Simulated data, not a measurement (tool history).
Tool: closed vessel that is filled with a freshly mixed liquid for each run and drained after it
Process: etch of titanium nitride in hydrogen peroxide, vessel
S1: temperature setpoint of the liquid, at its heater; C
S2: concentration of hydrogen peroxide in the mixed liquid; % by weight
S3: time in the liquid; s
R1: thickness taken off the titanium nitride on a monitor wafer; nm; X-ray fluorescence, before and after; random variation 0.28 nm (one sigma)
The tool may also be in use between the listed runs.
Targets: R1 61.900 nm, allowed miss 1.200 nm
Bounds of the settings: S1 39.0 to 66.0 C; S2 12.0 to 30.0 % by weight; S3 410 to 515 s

| run | hour | S1 | S2 | S3 | R1 |
|---|---|---|---|---|---|
| 1 | 0.0 | 55.0 | 20.5 | 515 | 31.343 |
| 2 | 9.2 | 58.0 | 20.5 | 515 | 38.694 |
| 3 | 15.6 | 58.0 | 20.5 | 410 | 30.719 |
| 4 | 23.5 | 58.0 | 19.0 | 410 | 30.424 |
| 5 | 31.1 | 53.0 | 19.0 | 410 | 21.436 |
| 6 | 35.9 | 53.0 | 19.0 | 410 | 21.469 |
| 7 | 44.1 | 57.5 | 20.5 | 410 | 29.893 |
| 8 | 52.9 | 57.5 | 20.5 | 410 | 29.997 |
| 9 | 59.8 | 60.5 | 23.0 | 415 | 38.117 |
| 10 | 64.0 | 62.5 | 24.5 | 430 | 45.770 |
| 11 | 67.3 | 63.5 | 26.0 | 435 | 50.082 |
| 12 | 72.7 | 64.5 | 27.0 | 440 | 54.295 |
| 13 | 77.8 | 66.0 | 29.0 | 455 | 63.459 |

5 next moves are on the table. One of them brings every result within its allowed miss. Which?
| A | 82.9 | 66.0 | 30.0 | 425 | ? |
| B | 82.9 | 65.5 | 30.0 | 480 | ? |
| C | 82.9 | 66.0 | 30.0 | 460 | ? |
| D | 82.9 | 65.5 | 25.0 | 480 | ? |
| E | 82.9 | 66.0 | 29.0 | 460 | ? |

| move | R1 |
|---|---|
| A | 59.489 |
| B | 65.018 |
| C | 64.389 |
| D | 62.460 |
| E | 63.906 |
A: takes the result that was furthest off past its target
B: further off than the last run
C: further off than the last run
D: meets every target
E: further off than the last run
Answer: D

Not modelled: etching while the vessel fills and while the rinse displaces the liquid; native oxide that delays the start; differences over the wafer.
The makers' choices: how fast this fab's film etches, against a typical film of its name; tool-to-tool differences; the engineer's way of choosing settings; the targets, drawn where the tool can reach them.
